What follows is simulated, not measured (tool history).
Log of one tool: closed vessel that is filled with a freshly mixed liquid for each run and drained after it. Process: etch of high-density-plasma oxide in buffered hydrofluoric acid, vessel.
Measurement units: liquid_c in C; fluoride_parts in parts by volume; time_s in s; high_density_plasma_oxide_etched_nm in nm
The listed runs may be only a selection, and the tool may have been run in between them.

| run | hour | liquid_c | fluoride_parts | time_s | high_density_plasma_oxide_etched_nm |
|---|---|---|---|---|---|
| 1 | 0.0 | 20.0 | 13.5 | 30 | 23.553 |
| 2 | 7.1 | 22.0 | 13.0 | 30 | 27.447 |
| 3 | 14.4 | 22.0 | 13.0 | 30 | 27.254 |
| 4 | 20.4 | 23.5 | 12.5 | 30 | 30.773 |
| 5 | 21.1 | 24.5 | 12.0 | 30 | 33.775 |
| 6 | 25.1 | 24.5 | 8.5 | 30 | 45.729 |
| 7 | 32.5 | 24.0 | 8.5 | 30 | 44.663 |
| 8 | 35.4 | 23.5 | 8.5 | 30 | 43.332 |

What does the tool deliver on the next run?
|  | 37.5 | thermometer replaced |
| 9 | 37.5 | 23.0 | 8.5 | 30 | ? |

{"run 9": {"high_density_plasma_oxide_etched_nm": 38.803}}
